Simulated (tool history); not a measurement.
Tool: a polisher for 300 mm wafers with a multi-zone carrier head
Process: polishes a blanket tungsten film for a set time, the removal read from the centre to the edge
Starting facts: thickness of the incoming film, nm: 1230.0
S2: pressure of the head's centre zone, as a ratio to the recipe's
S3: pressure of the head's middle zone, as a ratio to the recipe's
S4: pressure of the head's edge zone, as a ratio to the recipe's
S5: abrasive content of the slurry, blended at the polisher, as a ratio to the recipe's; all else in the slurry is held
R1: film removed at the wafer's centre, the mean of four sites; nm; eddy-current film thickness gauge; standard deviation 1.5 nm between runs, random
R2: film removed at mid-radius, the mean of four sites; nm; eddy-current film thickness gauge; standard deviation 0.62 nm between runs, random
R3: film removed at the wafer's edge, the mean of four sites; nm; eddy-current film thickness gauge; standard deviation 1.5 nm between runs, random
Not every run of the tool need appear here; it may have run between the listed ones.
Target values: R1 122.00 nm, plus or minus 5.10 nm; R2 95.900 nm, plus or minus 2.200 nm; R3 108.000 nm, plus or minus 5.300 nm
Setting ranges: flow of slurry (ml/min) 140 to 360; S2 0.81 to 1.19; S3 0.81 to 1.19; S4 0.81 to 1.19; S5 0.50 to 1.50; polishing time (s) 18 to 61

{"run": 1, "hour": 0.0, "flow of slurry (ml/min)": 230, "S2": 1.0, "S3": 1.0, "S4": 1.0, "S5": 1.0, "polishing time (s)": 39, "R1": 169.42, "R2": 172.24, "R3": 166.75}
{"run": 2, "hour": 7.1, "flow of slurry (ml/min)": 205, "S2": 1.0, "S3": 1.0, "S4": 1.0, "S5": 1.0, "polishing time (s)": 39, "R1": 173.53, "R2": 168.34, "R3": 167.61}
{"run": 3, "hour": 15.1, "flow of slurry (ml/min)": 205, "S2": 1.0, "S3": 1.0, "S4": 0.95, "S5": 1.0, "polishing time (s)": 39, "R1": 169.41, "R2": 169.76, "R3": 164.98}
{"run": 4, "hour": 17.6, "flow of slurry (ml/min)": 260, "S2": 1.0, "S3": 1.0, "S4": 0.95, "S5": 1.0, "polishing time (s)": 39, "R1": 174.28, "R2": 175.23, "R3": 173.35}
{"run": 5, "hour": 23.6, "flow of slurry (ml/min)": 245, "S2": 1.01, "S3": 0.97, "S4": 0.95, "S5": 0.9, "polishing time (s)": 37, "R1": 165.24, "R2": 156.07, "R3": 158.6}
{"run": 6, "hour": 32.1, "flow of slurry (ml/min)": 245, "S2": 0.97, "S3": 0.97, "S4": 0.95, "S5": 0.9, "polishing time (s)": 37, "R1": 154.93, "R2": 154.82, "R3": 155.06}
{"run": 7, "hour": 33.5, "flow of slurry (ml/min)": 200, "S2": 1.06, "S3": 0.87, "S4": 0.85, "S5": 0.65, "polishing time (s)": 26, "R1": 102.25, "R2": 86.916, "R3": 89.539}
{"run": 8, "hour": 38.7, "flow of slurry (ml/min)": 215, "S2": 1.07, "S3": 0.87, "S4": 0.87, "S5": 0.65, "polishing time (s)": 26, "R1": 104.82, "R2": 87.708, "R3": 90.904}
{"run": 9, "hour": 45.6, "flow of slurry (ml/min)": 230, "S2": 1.08, "S3": 0.87, "S4": 0.9, "S5": 0.65, "polishing time (s)": 26, "R1": 107.01, "R2": 88.138, "R3": 93.08}
{"run": 10, "hour": 49.9, "flow of slurry (ml/min)": 240, "S2": 1.09, "S3": 0.87, "S4": 0.92, "S5": 0.65, "polishing time (s)": 26, "R1": 107.37, "R2": 89.37, "R3": 92.667}
{"run": 11, "hour": 55.4, "flow of slurry (ml/min)": 245, "S2": 1.09, "S3": 0.86, "S4": 0.94, "S5": 0.7, "polishing time (s)": 26, "R1": 110.4, "R2": 90.881, "R3": 98.369}
{"run": 12, "hour": 58.5, "flow of slurry (ml/min)": 255, "S2": 1.1, "S3": 0.86, "S4": 0.95, "S5": 0.7, "polishing time (s)": 26, "R1": 112.41, "R2": 91.213, "R3": 101.37}
{"run": 13, "hour": 59.3, "flow of slurry (ml/min)": 265, "S2": 1.11, "S3": 0.86, "S4": 0.95, "S5": 0.7, "polishing time (s)": 26, "R1": 115.38, "R2": 91.915, "R3": 101.3}
{"run": 14, "hour": 60.7, "flow of slurry (ml/min)": 270, "S2": 1.11, "S3": 0.86, "S4": 0.95, "S5": 0.7, "polishing time (s)": 26, "R1": 114.95, "R2": 91.715, "R3": 99.822}
{"run": 15, "hour": 65.0, "flow of slurry (ml/min)": 275, "S2": 1.11, "S3": 0.86, "S4": 0.96, "S5": 0.7, "polishing time (s)": 26, "R1": 114.52, "R2": 92.203, "R3": 100.5}
{"run": 16, "hour": 69.4, "flow of slurry (ml/min)": 315, "S2": 1.15, "S3": 0.86, "S4": 1.05, "S5": 0.8, "polishing time (s)": 26, "R1": 128.35, "R2": 100.51, "R3": 110.46}

Below are 5 possible settings for the next run. Only one of them brings all results inside the allowed miss of their targets. Which is it?
{"run": "A", "hour": 73.8, "flow of slurry (ml/min)": 310, "S2": 0.97, "S3": 0.88, "S4": 1.12, "S5": 0.8, "polishing time (s)": 26, "R1": "?", "R2": "?", "R3": "?"}
{"run": "B", "hour": 73.8, "flow of slurry (ml/min)": 295, "S2": 1.01, "S3": 0.89, "S4": 1.12, "S5": 0.95, "polishing time (s)": 25, "R1": "?", "R2": "?", "R3": "?"}
{"run": "C", "hour": 73.8, "flow of slurry (ml/min)": 300, "S2": 1.11, "S3": 0.83, "S4": 1.0, "S5": 0.85, "polishing time (s)": 25, "R1": "?", "R2": "?", "R3": "?"}
{"run": "D", "hour": 73.8, "flow of slurry (ml/min)": 285, "S2": 0.99, "S3": 0.83, "S4": 1.1, "S5": 1.0, "polishing time (s)": 25, "R1": "?", "R2": "?", "R3": "?"}
{"run": "E", "hour": 73.8, "flow of slurry (ml/min)": 275, "S2": 1.06, "S3": 0.93, "S4": 1.16, "S5": 0.9, "polishing time (s)": 23, "R1": "?", "R2": "?", "R3": "?"}

move=A R1=107.11 R2=101.530 R3=114.100
move=B R1=113.81 R2=104.330 R3=116.570
move=C R1=120.30 R2=95.994 R3=105.950
move=D R1=113.12 R2=101.390 R3=117.400
move=E R1=106.92 R2=96.031 R3=106.410
A: lands further from the targets than the last run did
B: lands further from the targets than the last run did
C: hits every target within its allowed miss
D: lands further from the targets than the last run did
E: the furthest-off result lands on target, but another misses its tolerance
The move that meets every target is C.

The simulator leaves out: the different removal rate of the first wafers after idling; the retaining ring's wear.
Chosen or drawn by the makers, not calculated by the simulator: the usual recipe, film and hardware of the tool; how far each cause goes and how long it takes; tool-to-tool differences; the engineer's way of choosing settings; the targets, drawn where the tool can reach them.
